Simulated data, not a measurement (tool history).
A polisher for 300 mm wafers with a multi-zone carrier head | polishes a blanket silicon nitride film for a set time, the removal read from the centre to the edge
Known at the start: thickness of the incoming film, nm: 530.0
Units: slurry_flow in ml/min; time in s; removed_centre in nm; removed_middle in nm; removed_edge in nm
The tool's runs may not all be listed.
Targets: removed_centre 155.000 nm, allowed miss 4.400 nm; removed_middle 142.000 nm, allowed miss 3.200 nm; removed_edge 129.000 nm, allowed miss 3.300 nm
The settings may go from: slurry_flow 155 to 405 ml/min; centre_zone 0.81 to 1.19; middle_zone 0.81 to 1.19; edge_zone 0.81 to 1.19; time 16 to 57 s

Run 1, day 0.000: slurry_flow 260 ml/min, centre_zone 1.00, middle_zone 1.00, edge_zone 1.00, time 36 s. Result: removed_centre 99.305 nm, removed_middle 101.440 nm, removed_edge 93.394 nm.
Run 2, day 0.192: slurry_flow 205 ml/min, centre_zone 1.00, middle_zone 1.00, edge_zone 1.00, time 36 s. Result: removed_centre 97.847 nm, removed_middle 97.411 nm, removed_edge 91.426 nm.
Run 3, day 0.483: slurry_flow 215 ml/min, centre_zone 1.02, middle_zone 1.01, edge_zone 1.02, time 37 s. Result: removed_centre 101.450 nm, removed_middle 102.270 nm, removed_edge 96.035 nm.
Run 4, day 0.846: slurry_flow 215 ml/min, centre_zone 1.02, middle_zone 1.08, edge_zone 1.02, time 37 s. Result: removed_centre 102.330 nm, removed_middle 108.330 nm, removed_edge 95.476 nm.
Run 5, day 1.071: slurry_flow 225 ml/min, centre_zone 1.04, middle_zone 1.08, edge_zone 1.03, time 38 s. Result: removed_centre 107.560 nm, removed_middle 112.430 nm, removed_edge 99.214 nm.
Run 6, day 1.154: slurry_flow 225 ml/min, centre_zone 1.04, middle_zone 1.15, edge_zone 1.03, time 38 s. Result: removed_centre 108.240 nm, removed_middle 119.020 nm, removed_edge 97.763 nm.
Run 7, day 1.288: slurry_flow 235 ml/min, centre_zone 1.06, middle_zone 1.14, edge_zone 1.04, time 39 s. Result: removed_centre 114.260 nm, removed_middle 121.740 nm, removed_edge 101.740 nm.
Run 8, day 1.362: slurry_flow 245 ml/min, centre_zone 1.08, middle_zone 1.14, edge_zone 1.06, time 40 s. Result: removed_centre 119.030 nm, removed_middle 126.230 nm, removed_edge 105.910 nm.
Run 9, day 1.667: slurry_flow 250 ml/min, centre_zone 1.10, middle_zone 1.13, edge_zone 1.07, time 41 s. Result: removed_centre 123.690 nm, removed_middle 128.540 nm, removed_edge 109.930 nm.
Run 10, day 1.888: slurry_flow 255 ml/min, centre_zone 1.11, middle_zone 1.12, edge_zone 1.07, time 42 s. Result: removed_centre 129.990 nm, removed_middle 129.830 nm, removed_edge 109.900 nm.
Run 11, day 2.021: slurry_flow 255 ml/min, centre_zone 1.12, middle_zone 1.12, edge_zone 1.08, time 43 s. Result: removed_centre 132.480 nm, removed_middle 133.600 nm, removed_edge 115.290 nm.
Run 12, day 2.225: slurry_flow 265 ml/min, centre_zone 1.13, middle_zone 1.11, edge_zone 1.09, time 43 s. Result: removed_centre 137.090 nm, removed_middle 133.040 nm, removed_edge 116.230 nm.
Run 13, day 2.483: slurry_flow 275 ml/min, centre_zone 1.14, middle_zone 1.11, edge_zone 1.10, time 43 s. Result: removed_centre 137.700 nm, removed_middle 134.900 nm, removed_edge 116.890 nm.
Run 14, day 2.558: slurry_flow 285 ml/min, centre_zone 1.15, middle_zone 1.10, edge_zone 1.11, time 43 s. Result: removed_centre 137.940 nm, removed_middle 131.870 nm, removed_edge 117.230 nm.

Which of these 4 next moves meets every target?
Run A, day 2.633: slurry_flow 250 ml/min, centre_zone 1.01, middle_zone 0.90, edge_zone 1.19, time 48 s. Result: removed_centre ?, removed_middle ?, removed_edge ?.
Run B, day 2.633: slurry_flow 230 ml/min, centre_zone 1.00, middle_zone 1.14, edge_zone 1.15, time 45 s. Result: removed_centre ?, removed_middle ?, removed_edge ?.
Run C, day 2.633: slurry_flow 260 ml/min, centre_zone 1.08, middle_zone 1.10, edge_zone 1.16, time 39 s. Result: removed_centre ?, removed_middle ?, removed_edge ?.
Run D, day 2.633: slurry_flow 225 ml/min, centre_zone 1.19, middle_zone 1.08, edge_zone 1.12, time 48 s. Result: removed_centre ?, removed_middle ?, removed_edge ?.

move  removed_centre  removed_middle  removed_edge
   A         133.820         122.530       134.570
   B         123.110         138.990       122.750
   C         117.030         118.380       108.000
   D         155.930         141.040       129.080
A: further off than the last run
B: further off than the last run
C: further off than the last run
D: meets every target
The right move is D.
